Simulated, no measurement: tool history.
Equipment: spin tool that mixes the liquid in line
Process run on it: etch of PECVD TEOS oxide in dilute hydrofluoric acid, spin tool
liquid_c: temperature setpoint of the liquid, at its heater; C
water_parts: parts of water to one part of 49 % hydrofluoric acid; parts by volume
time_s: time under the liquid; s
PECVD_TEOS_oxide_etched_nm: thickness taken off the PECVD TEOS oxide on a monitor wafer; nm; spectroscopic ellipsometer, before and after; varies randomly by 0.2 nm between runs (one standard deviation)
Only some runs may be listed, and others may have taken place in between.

run,hour,liquid_c,water_parts,time_s,PECVD_TEOS_oxide_etched_nm
1,0,24,120,125,19.829
2,7.6,26.5,115,125,23.348
3,11.4,28,115,125,24.34
4,16.1,28,150,125,17.983
5,18,29,140,125,20.385
6,25.8,29,125,125,23.106
7,27,30,120,125,24.895

Forecast run 8:
8,32.6,30.5,115,125,?

Run 8 came out at PECVD_TEOS_oxide_etched_nm 26.885 nm.
